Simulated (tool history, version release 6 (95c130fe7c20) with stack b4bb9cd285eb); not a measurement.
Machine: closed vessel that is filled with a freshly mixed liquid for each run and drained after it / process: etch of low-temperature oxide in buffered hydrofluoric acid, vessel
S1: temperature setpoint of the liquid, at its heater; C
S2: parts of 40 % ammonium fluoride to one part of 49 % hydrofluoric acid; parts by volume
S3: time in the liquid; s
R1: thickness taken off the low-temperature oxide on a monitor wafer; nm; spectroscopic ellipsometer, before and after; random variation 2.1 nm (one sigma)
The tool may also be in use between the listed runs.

run 1 hour=0.0 | S1=25.0 S2=22.0 S3=95 | R1=111.37
run 2 hour=9.0 | S1=25.0 S2=22.0 S3=95 | R1=110.62
run 3 hour=10.6 | S1=27.5 S2=17.0 S3=95 | R1=155.52
run 4 hour=17.0 | S1=24.5 S2=17.0 S3=95 | R1=132.19
run 5 hour=26.2 | S1=24.5 S2=17.0 S3=100 | R1=139.18
run 6 hour=31.4 | S1=24.5 S2=17.0 S3=100 | R1=138.78
run 7 hour=40.0 | S1=27.0 S2=13.5 S3=100 | R1=200.01
run 8 hour=41.8 | S1=28.5 S2=12.5 S3=100 | R1=230.29

What does the tool deliver on the next run?
run 9 hour=46.3 | S1=29.5 S2=11.5 S3=100 | R1=?

R1: 266.68 nm

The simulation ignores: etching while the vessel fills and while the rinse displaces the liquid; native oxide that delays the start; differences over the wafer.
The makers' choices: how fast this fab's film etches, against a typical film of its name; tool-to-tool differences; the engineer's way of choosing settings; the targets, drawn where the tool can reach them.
